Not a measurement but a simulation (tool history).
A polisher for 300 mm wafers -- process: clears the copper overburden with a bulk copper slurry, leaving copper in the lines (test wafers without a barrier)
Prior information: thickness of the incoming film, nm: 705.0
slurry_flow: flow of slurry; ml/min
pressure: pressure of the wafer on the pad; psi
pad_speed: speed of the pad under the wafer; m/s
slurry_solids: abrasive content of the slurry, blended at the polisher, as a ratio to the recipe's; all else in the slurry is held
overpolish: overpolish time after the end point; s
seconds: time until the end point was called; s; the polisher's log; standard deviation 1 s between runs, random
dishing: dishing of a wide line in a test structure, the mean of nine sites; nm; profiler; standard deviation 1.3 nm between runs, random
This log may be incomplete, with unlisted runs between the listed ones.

Run 1, day 0.000: slurry_flow 290 ml/min, pressure 3.0 psi, pad_speed 0.90 m/s, slurry_solids 1.0, overpolish 17 s. Result: seconds 81.081 s, dishing 51.430 nm.
Run 2, day 0.142: slurry_flow 290 ml/min, pressure 3.2 psi, pad_speed 0.92 m/s, slurry_solids 1.0, overpolish 16 s. Result: seconds 79.443 s, dishing 52.061 nm.
Run 3, day 0.388: slurry_flow 290 ml/min, pressure 3.2 psi, pad_speed 0.92 m/s, slurry_solids 1.2, overpolish 16 s. Result: seconds 73.340 s, dishing 51.992 nm.
Run 4, day 0.592: slurry_flow 240 ml/min, pressure 3.2 psi, pad_speed 0.92 m/s, slurry_solids 1.2, overpolish 16 s. Result: seconds 75.542 s, dishing 51.370 nm.
Run 5, day 0.617: slurry_flow 240 ml/min, pressure 3.2 psi, pad_speed 0.92 m/s, slurry_solids 1.2, overpolish 10 s. Result: seconds 73.174 s, dishing 45.833 nm.
Run 6, day 0.800: slurry_flow 240 ml/min, pressure 2.6 psi, pad_speed 0.92 m/s, slurry_solids 1.2, overpolish 10 s. Result: seconds 85.896 s, dishing 40.630 nm.
Run 7, day 0.896: slurry_flow 240 ml/min, pressure 3.0 psi, pad_speed 0.94 m/s, slurry_solids 1.2, overpolish 11 s. Result: seconds 77.044 s, dishing 47.527 nm.
Run 8, day 1.250: slurry_flow 240 ml/min, pressure 3.8 psi, pad_speed 1.02 m/s, slurry_solids 1.2, overpolish 7 s. Result: seconds 60.300 s, dishing 42.604 nm.

The next listed run, before its measurement:
Run 9, day 1.417: slurry_flow 245 ml/min, pressure 3.5 psi, pad_speed 1.06 m/s, slurry_solids 1.2, overpolish 15 s. Result: seconds ?, dishing ?.

Run 9 came out at seconds 64.479 s, dishing 56.154 nm.
